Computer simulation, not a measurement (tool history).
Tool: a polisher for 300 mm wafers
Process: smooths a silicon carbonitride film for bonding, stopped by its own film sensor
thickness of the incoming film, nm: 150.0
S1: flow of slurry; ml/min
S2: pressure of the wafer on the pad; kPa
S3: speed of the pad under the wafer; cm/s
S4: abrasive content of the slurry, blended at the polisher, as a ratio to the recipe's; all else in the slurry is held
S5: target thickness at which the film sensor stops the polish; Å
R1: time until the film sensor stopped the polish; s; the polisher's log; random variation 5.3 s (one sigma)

Run 1, hour 0: S1 250 ml/min, S2 13.8 kPa, S3 104 cm/s, S4 1, S5 1240 Å. Result: R1 115.18 s.
Run 2, hour 7.8: S1 250 ml/min, S2 13.8 kPa, S3 116 cm/s, S4 1, S5 1240 Å. Result: R1 114.96 s.
Run 3, hour 14.4: S1 280 ml/min, S2 13.8 kPa, S3 116 cm/s, S4 1, S5 1240 Å. Result: R1 110.38 s.
Run 4, hour 15.6: S1 280 ml/min, S2 11.7 kPa, S3 104 cm/s, S4 0.9, S5 1230 Å. Result: R1 147.46 s.
Run 5, hour 16.5: S1 280 ml/min, S2 11.7 kPa, S3 104 cm/s, S4 1.05, S5 1230 Å. Result: R1 143.07 s.
Run 6, hour 24.7: S1 280 ml/min, S2 11.7 kPa, S3 104 cm/s, S4 0.9, S5 1230 Å. Result: R1 153.8 s.
Run 7, hour 27.4: S1 280 ml/min, S2 10.3 kPa, S3 98 cm/s, S4 0.85, S5 1230 Å. Result: R1 179.8 s.
Run 8, hour 32.4: S1 280 ml/min, S2 9 kPa, S3 94 cm/s, S4 0.85, S5 1230 Å. Result: R1 215.92 s.
Run 9, hour 40.8: S1 280 ml/min, S2 8.3 kPa, S3 94 cm/s, S4 0.85, S5 1230 Å. Result: R1 230.44 s.

The next listed run, before its measurement:
Run 10, hour 49.2: S1 280 ml/min, S2 6.2 kPa, S3 92 cm/s, S4 0.85, S5 1230 Å. Result: R1 ?.

{"run 10": {"R1": 316.62}}
